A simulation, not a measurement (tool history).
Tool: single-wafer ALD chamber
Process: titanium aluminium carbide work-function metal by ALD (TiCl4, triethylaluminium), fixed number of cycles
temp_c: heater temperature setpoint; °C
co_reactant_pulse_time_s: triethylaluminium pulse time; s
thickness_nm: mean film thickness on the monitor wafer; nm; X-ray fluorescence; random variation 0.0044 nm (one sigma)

run    day  temp_c  co_reactant_pulse_time_s  thickness_nm
  1      0     320                      8.69        2.1913
  2   0.05     310                      8.69         2.097
  3  0.404     302                      8.69        2.0479
  4  0.692     296                      8.69        2.0003
  5  0.867     296                      8.69        2.0051
  6  1.071     296                     10.71        2.0449

Forecast run 7:
  7  1.2     296                      9.13             ?

thickness_nm: 2.0144 nm
